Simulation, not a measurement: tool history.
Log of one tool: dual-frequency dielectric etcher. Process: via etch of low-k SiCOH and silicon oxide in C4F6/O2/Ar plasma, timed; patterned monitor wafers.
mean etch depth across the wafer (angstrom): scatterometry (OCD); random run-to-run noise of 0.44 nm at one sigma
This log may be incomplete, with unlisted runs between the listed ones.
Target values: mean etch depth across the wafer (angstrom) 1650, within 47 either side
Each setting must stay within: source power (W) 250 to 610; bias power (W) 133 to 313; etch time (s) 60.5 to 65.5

run,hour,source power (W),bias power (W),etch time (s),mean etch depth across the wafer (angstrom)
1,0,430,223,65.5,1938.1
2,2.5,430,223,60.5,1785.9
3,3.5,410,219,60.5,1743.5
4,6.1,490,219,60.5,1863.9
5,14.3,440,219,60.5,1782.1
6,15,420,215,60.5,1746.8
7,19.4,410,212,60.5,1717.9
8,20.3,400,210,60.5,1702.4

Exercise: of the 5 proposed moves below, exactly one satisfies all targets within the stated allowed misses. Which move is it?
A,21.2,410,188,64.5,?
B,21.2,370,196,61.5,?
C,21.2,400,222,60.5,?
D,21.2,400,194,64.5,?
E,21.2,420,198,63.5,?

move,mean etch depth across the wafer (angstrom)
A,1764
B,1642.8
C,1736.7
D,1766.9
E,1783.7
A: the biggest miss grows against the last run
B: all results in spec
C: the biggest miss grows against the last run
D: the biggest miss grows against the last run
E: the biggest miss grows against the last run
So the answer is move B, the one that meets all the targets.

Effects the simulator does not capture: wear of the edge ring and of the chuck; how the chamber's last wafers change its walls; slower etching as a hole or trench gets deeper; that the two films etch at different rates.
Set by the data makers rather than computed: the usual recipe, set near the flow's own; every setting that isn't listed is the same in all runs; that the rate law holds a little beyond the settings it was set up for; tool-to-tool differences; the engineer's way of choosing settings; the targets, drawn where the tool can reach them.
